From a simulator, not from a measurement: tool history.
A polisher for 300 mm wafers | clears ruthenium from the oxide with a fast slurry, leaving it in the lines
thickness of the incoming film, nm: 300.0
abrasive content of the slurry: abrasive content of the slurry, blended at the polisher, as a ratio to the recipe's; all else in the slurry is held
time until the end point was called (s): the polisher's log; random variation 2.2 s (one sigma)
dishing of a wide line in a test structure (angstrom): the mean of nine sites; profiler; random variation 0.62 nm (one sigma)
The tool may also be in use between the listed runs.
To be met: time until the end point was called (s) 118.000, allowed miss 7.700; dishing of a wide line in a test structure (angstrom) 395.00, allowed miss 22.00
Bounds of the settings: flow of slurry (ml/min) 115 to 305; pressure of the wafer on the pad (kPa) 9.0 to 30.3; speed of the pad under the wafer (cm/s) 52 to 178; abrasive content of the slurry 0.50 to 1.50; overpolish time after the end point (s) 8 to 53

run,hour,flow of slurry (ml/min),pressure of the wafer on the pad (kPa),speed of the pad under the wafer (cm/s),abrasive content of the slurry,overpolish time after the end point (s),time until the end point was called (s),dishing of a wide line in a test structure (angstrom)
1,0.0,195,19.3,114,1.00,27,80.612,579.93
2,1.6,195,19.3,114,0.85,27,87.761,552.04
3,7.2,195,18.6,114,0.85,25,93.555,514.90
4,12.5,195,17.9,114,0.85,24,96.672,485.92
5,18.6,230,17.9,114,0.85,24,93.483,491.71
6,25.4,230,17.2,114,0.85,23,98.105,450.06
7,30.3,230,16.5,114,0.85,23,104.240,453.62
8,36.5,230,14.5,110,0.85,18,120.400,338.49
9,40.9,230,14.5,110,0.85,19,119.050,351.11
10,48.4,230,14.5,110,0.85,20,119.440,361.67

Which of these 5 next moves meets every target?
A,55.9,205,15.2,118,0.70,18,?,?
B,55.9,230,13.1,124,0.80,16,?,?
C,55.9,140,16.5,112,0.85,16,?,?
D,55.9,265,13.8,112,0.90,18,?,?
E,55.9,240,14.5,112,0.85,22,?,?

move,time until the end point was called (s),dishing of a wide line in a test structure (angstrom)
A,125.290,322.27
B,122.800,298.47
C,111.200,322.64
D,117.680,338.17
E,117.670,392.27
A: further off than the last run
B: further off than the last run
C: further off than the last run
D: further off than the last run
E: meets every target
Answer: E

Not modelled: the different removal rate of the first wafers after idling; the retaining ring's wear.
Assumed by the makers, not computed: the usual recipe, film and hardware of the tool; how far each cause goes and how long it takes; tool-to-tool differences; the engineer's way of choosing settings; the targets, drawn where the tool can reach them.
